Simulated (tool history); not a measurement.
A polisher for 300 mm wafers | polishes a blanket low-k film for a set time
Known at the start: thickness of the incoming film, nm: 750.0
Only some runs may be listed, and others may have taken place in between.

run,hour,flow of slurry (ml/min),pressure of the wafer on the pad (kPa),speed of the pad under the wafer (cm/s),abrasive content of the slurry,polishing time (s),film removed (Å)
1,0.0,140,9.7,118,1.0,44,120.30
2,5.2,140,9.7,98,1.0,44,102.99
3,11.0,140,9.7,98,1.2,44,111.54
4,18.1,145,10.3,100,1.2,44,122.93
5,22.0,175,10.3,100,1.2,44,128.58
6,27.2,180,11.0,100,1.2,44,137.07

Run 7 has not been measured yet. What should we expect?
7,30.6,185,11.7,102,1.2,44,?

Run 7 gave film removed (Å) 147.75.

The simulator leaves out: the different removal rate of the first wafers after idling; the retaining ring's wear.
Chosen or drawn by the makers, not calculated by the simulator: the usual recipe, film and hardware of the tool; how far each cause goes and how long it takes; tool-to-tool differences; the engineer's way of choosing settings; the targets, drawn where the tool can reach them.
